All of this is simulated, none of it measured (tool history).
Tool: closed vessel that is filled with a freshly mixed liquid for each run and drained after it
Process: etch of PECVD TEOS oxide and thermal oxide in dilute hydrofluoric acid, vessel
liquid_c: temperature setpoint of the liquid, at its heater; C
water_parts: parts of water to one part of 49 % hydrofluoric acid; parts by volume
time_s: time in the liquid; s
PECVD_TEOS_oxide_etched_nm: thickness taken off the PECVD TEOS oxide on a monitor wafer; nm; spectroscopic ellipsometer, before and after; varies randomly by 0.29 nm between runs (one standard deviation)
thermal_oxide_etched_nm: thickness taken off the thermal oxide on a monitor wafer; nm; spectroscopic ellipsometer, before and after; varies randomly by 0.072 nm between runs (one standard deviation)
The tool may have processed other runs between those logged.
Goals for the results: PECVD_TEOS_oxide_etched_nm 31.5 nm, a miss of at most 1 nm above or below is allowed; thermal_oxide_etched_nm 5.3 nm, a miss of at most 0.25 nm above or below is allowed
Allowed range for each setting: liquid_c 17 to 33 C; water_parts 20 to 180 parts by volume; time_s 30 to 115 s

run    day  liquid_c  water_parts  time_s  PECVD_TEOS_oxide_etched_nm  thermal_oxide_etched_nm
  1      0        25          100      60                      18.466                   3.0557
  2  0.367      26.5           95      60                      20.846                   3.5477
  3  0.542        27           90      60                      22.634                   3.7802
  4  0.896        28           90      60                      22.964                   3.8429
  5  1.004        29           85      60                      26.021                    4.231
  6  1.204        29           80      60                      28.045                   4.6407
  7  1.254      29.5           80      60                      28.167                   4.6243
  8  1.542      29.5           80      60                      28.108                   4.7783
  9  1.908        30           80      60                      28.423                   4.9117

Which one of the following 5 next-run settings gets every result inside its allowed miss? There is exactly one.
  A  2.275      31.5           65      50                           ?                        ?
  B  2.275      32.5           75      45                           ?                        ?
  C  2.275      27.5           75      55                           ?                        ?
  D  2.275        30           75      55                           ?                        ?
  E  2.275      27.5           95      75                           ?                        ?

move  PECVD_TEOS_oxide_etched_nm  thermal_oxide_etched_nm
   A                      31.732                   5.4336
   B                      25.308                   4.3337
   C                      25.537                   4.3728
   D                      28.134                   4.8176
   E                       26.75                   4.5806
A: every result within its allowed miss
B: further off than the last run
C: further off than the last run
D: further off than the last run
E: further off than the last run
Move A is the one to make.

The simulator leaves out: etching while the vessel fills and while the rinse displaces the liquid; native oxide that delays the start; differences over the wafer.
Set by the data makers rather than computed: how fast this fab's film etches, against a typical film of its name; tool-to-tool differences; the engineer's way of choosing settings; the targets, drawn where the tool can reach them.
